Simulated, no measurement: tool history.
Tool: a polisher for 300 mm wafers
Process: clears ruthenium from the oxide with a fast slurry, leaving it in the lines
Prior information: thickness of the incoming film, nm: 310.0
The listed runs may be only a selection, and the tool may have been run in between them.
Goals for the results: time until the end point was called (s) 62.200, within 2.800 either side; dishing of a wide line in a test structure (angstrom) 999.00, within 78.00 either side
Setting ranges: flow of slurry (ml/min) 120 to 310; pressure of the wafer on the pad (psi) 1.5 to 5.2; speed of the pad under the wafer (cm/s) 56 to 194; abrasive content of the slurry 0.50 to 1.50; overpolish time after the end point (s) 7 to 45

run	hour	flow of slurry (ml/min)	pressure of the wafer on the pad (psi)	speed of the pad under the wafer (cm/s)	abrasive content of the slurry	overpolish time after the end point (s)	time until the end point was called (s)	dishing of a wide line in a test structure (angstrom)
1	0.0	200	3.3	124	1.00	23	44.647	919.90
2	8.7	200	3.3	124	1.00	15	43.827	682.32
3	16.1	200	3.3	144	1.00	15	38.078	773.33
4	23.6	200	3.0	144	1.00	18	41.958	798.54
5	31.2	200	3.5	144	1.00	18	36.586	891.13
6	37.7	200	2.9	144	1.00	18	43.836	782.05
7	39.0	200	2.7	144	1.00	21	46.484	829.06
8	47.8	200	2.7	144	1.00	21	45.735	855.59
9	54.9	200	2.5	144	1.00	23	49.331	857.74
10	59.8	200	2.4	144	1.00	25	51.150	896.49
11	66.2	200	2.3	144	1.00	26	53.553	887.31
12	67.1	200	2.2	144	1.00	27	53.859	873.27
13	74.4	195	1.6	140	1.00	38	71.079	908.03
14	80.8	195	1.7	140	1.00	38	70.694	975.04
15	88.3	200	1.8	140	1.00	37	67.272	931.45

Which of these 4 next moves meets every target?
A	95.8	200	1.9	142	0.90	26	?	?
B	95.8	170	1.7	132	1.10	29	?	?
C	95.8	185	2.0	128	0.95	35	?	?
D	95.8	210	2.0	140	0.95	38	?	?

move	time until the end point was called (s)	dishing of a wide line in a test structure (angstrom)
A	66.300	757.02
B	71.089	777.86
C	68.511	900.38
D	62.125	1000.60
A: misses by more than the last run did
B: misses by more than the last run did
C: misses by more than the last run did
D: each result inside its tolerance
So the answer is move D, the one that meets all the targets.
